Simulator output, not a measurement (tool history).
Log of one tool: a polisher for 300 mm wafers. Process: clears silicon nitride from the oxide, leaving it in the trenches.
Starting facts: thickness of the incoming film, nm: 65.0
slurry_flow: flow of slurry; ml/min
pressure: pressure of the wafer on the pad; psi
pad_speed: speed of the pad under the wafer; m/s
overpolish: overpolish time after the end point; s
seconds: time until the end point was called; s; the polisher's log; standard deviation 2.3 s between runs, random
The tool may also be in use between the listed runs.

{"run": 1, "hour": 0.0, "slurry_flow": 165, "pressure": 2.0, "pad_speed": 0.86, "overpolish": 40, "seconds": 147.23}
{"run": 2, "hour": 7.4, "slurry_flow": 165, "pressure": 2.0, "pad_speed": 1.06, "overpolish": 40, "seconds": 122.45}
{"run": 3, "hour": 14.4, "slurry_flow": 160, "pressure": 1.6, "pad_speed": 1.04, "overpolish": 40, "seconds": 153.98}
{"run": 4, "hour": 16.1, "slurry_flow": 155, "pressure": 1.4, "pad_speed": 1.04, "overpolish": 40, "seconds": 175.27}
{"run": 5, "hour": 23.0, "slurry_flow": 150, "pressure": 1.3, "pad_speed": 1.04, "overpolish": 40, "seconds": 188.43}
{"run": 6, "hour": 27.3, "slurry_flow": 140, "pressure": 1.2, "pad_speed": 1.04, "overpolish": 40, "seconds": 210.39}

Expected results for the next run?
{"run": 7, "hour": 32.5, "slurry_flow": 130, "pressure": 1.2, "pad_speed": 1.04, "overpolish": 40, "seconds": "?"}

Run 7 gave seconds 213.02 s.

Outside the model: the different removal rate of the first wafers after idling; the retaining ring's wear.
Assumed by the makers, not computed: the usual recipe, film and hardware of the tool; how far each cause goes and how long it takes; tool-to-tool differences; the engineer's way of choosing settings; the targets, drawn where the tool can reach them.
